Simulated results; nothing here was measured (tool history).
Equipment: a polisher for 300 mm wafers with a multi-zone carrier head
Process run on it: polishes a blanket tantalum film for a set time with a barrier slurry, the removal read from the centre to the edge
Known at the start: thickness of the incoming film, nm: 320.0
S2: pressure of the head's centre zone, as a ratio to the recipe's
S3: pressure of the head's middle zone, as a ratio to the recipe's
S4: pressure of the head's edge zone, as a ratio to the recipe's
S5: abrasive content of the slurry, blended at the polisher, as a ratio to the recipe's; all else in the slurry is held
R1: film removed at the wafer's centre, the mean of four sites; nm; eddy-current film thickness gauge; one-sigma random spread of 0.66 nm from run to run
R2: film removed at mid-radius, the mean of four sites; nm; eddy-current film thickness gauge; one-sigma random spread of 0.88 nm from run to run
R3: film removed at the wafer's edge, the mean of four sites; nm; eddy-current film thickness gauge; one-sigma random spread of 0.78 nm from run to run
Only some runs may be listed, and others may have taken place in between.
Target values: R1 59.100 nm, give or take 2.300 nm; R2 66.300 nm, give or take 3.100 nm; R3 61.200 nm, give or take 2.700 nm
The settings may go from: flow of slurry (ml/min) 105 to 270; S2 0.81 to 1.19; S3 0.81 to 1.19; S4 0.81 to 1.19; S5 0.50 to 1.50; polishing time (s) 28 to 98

{"run": 1, "hour": 0.0, "flow of slurry (ml/min)": 175, "S2": 1.0, "S3": 1.0, "S4": 1.0, "S5": 1.0, "polishing time (s)": 63, "R1": 106.55, "R2": 108.1, "R3": 103.72}
{"run": 2, "hour": 0.7, "flow of slurry (ml/min)": 150, "S2": 1.0, "S3": 1.0, "S4": 1.0, "S5": 1.0, "polishing time (s)": 63, "R1": 104.25, "R2": 104.83, "R3": 102.25}
{"run": 3, "hour": 9.6, "flow of slurry (ml/min)": 150, "S2": 0.99, "S3": 1.0, "S4": 0.99, "S5": 0.95, "polishing time (s)": 61, "R1": 97.022, "R2": 100.34, "R3": 100.54}
{"run": 4, "hour": 16.0, "flow of slurry (ml/min)": 150, "S2": 0.99, "S3": 1.0, "S4": 1.05, "S5": 0.95, "polishing time (s)": 61, "R1": 98.6, "R2": 100.19, "R3": 100.87}
{"run": 5, "hour": 23.6, "flow of slurry (ml/min)": 150, "S2": 0.99, "S3": 1.0, "S4": 1.05, "S5": 0.95, "polishing time (s)": 68, "R1": 111.06, "R2": 112.16, "R3": 113.77}
{"run": 6, "hour": 24.2, "flow of slurry (ml/min)": 155, "S2": 0.99, "S3": 1.01, "S4": 1.04, "S5": 0.9, "polishing time (s)": 64, "R1": 103.58, "R2": 108.27, "R3": 105.96}
{"run": 7, "hour": 33.1, "flow of slurry (ml/min)": 160, "S2": 0.99, "S3": 1.01, "S4": 1.03, "S5": 0.85, "polishing time (s)": 60, "R1": 97.314, "R2": 98.231, "R3": 96.548}
{"run": 8, "hour": 40.9, "flow of slurry (ml/min)": 165, "S2": 0.98, "S3": 1.01, "S4": 1.02, "S5": 0.8, "polishing time (s)": 57, "R1": 89.351, "R2": 95.76, "R3": 91.397}
{"run": 9, "hour": 44.0, "flow of slurry (ml/min)": 170, "S2": 0.98, "S3": 1.0, "S4": 1.02, "S5": 0.75, "polishing time (s)": 55, "R1": 87.349, "R2": 90.153, "R3": 87.518}
{"run": 10, "hour": 52.5, "flow of slurry (ml/min)": 175, "S2": 0.97, "S3": 1.0, "S4": 1.01, "S5": 0.7, "polishing time (s)": 53, "R1": 82.654, "R2": 84.846, "R3": 83.398}
{"run": 11, "hour": 57.0, "flow of slurry (ml/min)": 180, "S2": 0.96, "S3": 1.0, "S4": 1.0, "S5": 0.7, "polishing time (s)": 51, "R1": 79.058, "R2": 83.016, "R3": 79.75}

Below are 4 possible settings for the next run. Only one of them brings all results inside the allowed miss of their targets. Which is it?
{"run": "A", "hour": 61.5, "flow of slurry (ml/min)": 165, "S2": 0.99, "S3": 0.85, "S4": 1.05, "S5": 0.7, "polishing time (s)": 42, "R1": "?", "R2": "?", "R3": "?"}
{"run": "B", "hour": 61.5, "flow of slurry (ml/min)": 145, "S2": 0.95, "S3": 0.85, "S4": 1.02, "S5": 0.75, "polishing time (s)": 43, "R1": "?", "R2": "?", "R3": "?"}
{"run": "C", "hour": 61.5, "flow of slurry (ml/min)": 205, "S2": 0.97, "S3": 0.98, "S4": 1.04, "S5": 0.8, "polishing time (s)": 40, "R1": "?", "R2": "?", "R3": "?"}
{"run": "D", "hour": 61.5, "flow of slurry (ml/min)": 175, "S2": 0.98, "S3": 1.11, "S4": 1.1, "S5": 0.55, "polishing time (s)": 39, "R1": "?", "R2": "?", "R3": "?"}

move=A R1=65.498 R2=58.979 R3=65.964
move=B R1=63.155 R2=59.508 R3=66.299
move=C R1=65.265 R2=67.167 R3=65.718
move=D R1=58.600 R2=66.494 R3=60.143
A: nearer the targets than the last run, but a result is still out of spec
B: nearer the targets than the last run, but a result is still out of spec
C: nearer the targets than the last run, but a result is still out of spec
D: meets every target
D is the move that brings every result within its allowed miss.
